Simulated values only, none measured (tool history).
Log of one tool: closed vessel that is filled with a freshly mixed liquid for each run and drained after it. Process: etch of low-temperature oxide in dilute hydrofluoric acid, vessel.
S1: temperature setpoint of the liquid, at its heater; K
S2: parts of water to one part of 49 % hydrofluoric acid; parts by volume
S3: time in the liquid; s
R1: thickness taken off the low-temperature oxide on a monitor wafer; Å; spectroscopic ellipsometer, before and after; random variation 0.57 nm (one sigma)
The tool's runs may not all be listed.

Run 1, hour 0: S1 298.15 K, S2 265 parts by volume, S3 2165 s. Result: R1 733.78 Å.
Run 2, hour 1: S1 298.15 K, S2 265 parts by volume, S3 2165 s. Result: R1 738.62 Å.
Run 3, hour 9.7: S1 299.15 K, S2 265 parts by volume, S3 2165 s. Result: R1 766.14 Å.
Run 4, hour 14.6: S1 299.15 K, S2 265 parts by volume, S3 2300 s. Result: R1 808.84 Å.
Run 5, hour 20: S1 299.15 K, S2 210 parts by volume, S3 2300 s. Result: R1 1079.6 Å.
Run 6, hour 25.9: S1 301.15 K, S2 210 parts by volume, S3 2300 s. Result: R1 1160.6 Å.

Forecast run 7:
Run 7, hour 31.4: S1 300.15 K, S2 210 parts by volume, S3 2300 s. Result: R1 ?.

Run 7 gave R1 1123.1 Å.
